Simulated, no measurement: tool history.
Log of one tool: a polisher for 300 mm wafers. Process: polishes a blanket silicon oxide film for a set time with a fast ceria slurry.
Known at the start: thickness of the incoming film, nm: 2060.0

| run | hour | flow of slurry (ml/min) | pressure of the wafer on the pad (psi) | speed of the pad under the wafer (cm/s) | polishing time (s) | film removed (angstrom) |
|---|---|---|---|---|---|---|
| 1 | 0.0 | 205 | 3.4 | 76 | 35 | 4837.4 |
| 2 | 1.3 | 205 | 3.1 | 76 | 35 | 4353.3 |
| 3 | 4.5 | 230 | 3.1 | 76 | 35 | 4461.9 |
| 4 | 11.0 | 230 | 3.1 | 88 | 35 | 5265.7 |
| 5 | 14.4 | 195 | 3.1 | 88 | 35 | 5067.6 |
| 6 | 18.8 | 190 | 2.8 | 88 | 35 | 4532.6 |

Forecast run 7:
| 7 | 27.4 | 175 | 2.2 | 88 | 35 | ? |

Run 7 gave film removed (angstrom) 3586.4.
